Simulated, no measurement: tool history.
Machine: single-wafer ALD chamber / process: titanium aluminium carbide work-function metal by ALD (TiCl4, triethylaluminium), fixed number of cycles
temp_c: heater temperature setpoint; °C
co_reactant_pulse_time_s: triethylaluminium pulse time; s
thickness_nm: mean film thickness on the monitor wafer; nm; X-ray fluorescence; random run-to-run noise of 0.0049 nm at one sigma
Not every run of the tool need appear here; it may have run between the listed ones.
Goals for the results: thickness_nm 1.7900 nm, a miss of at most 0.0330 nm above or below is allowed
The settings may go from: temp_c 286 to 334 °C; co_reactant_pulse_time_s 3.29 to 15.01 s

run	hour	temp_c	co_reactant_pulse_time_s	thickness_nm
1	0.0	310	9.15	2.0654
2	3.5	308	8.79	2.0237
3	6.5	306	8.60	1.9979
4	7.5	304	8.45	1.9684
5	11.1	303	8.36	1.9573
6	15.8	302	8.26	1.9335
7	23.9	301	8.20	1.9292
8	26.7	289	6.10	1.6434
9	35.2	290	6.13	1.6463
10	39.9	291	6.16	1.6706
11	48.2	292	6.19	1.6762
12	52.9	292	6.19	1.6721

Pick the move, out of 5, that brings all results within their allowed miss; only one does.
A	57.6	312	6.63	?
B	57.6	295	8.27	?
C	57.6	295	8.21	?
D	57.6	300	7.59	?
E	57.6	299	6.60	?

move	thickness_nm
A	1.8851
B	1.8734
C	1.8702
D	1.8739
E	1.7747
A: the result that was furthest off in the last run now lies on the other side of its target
B: the result that was furthest off in the last run now lies on the other side of its target
C: the result that was furthest off in the last run now lies on the other side of its target
D: the result that was furthest off in the last run now lies on the other side of its target
E: hits every target within its allowed miss
Go with E: it meets all targets.
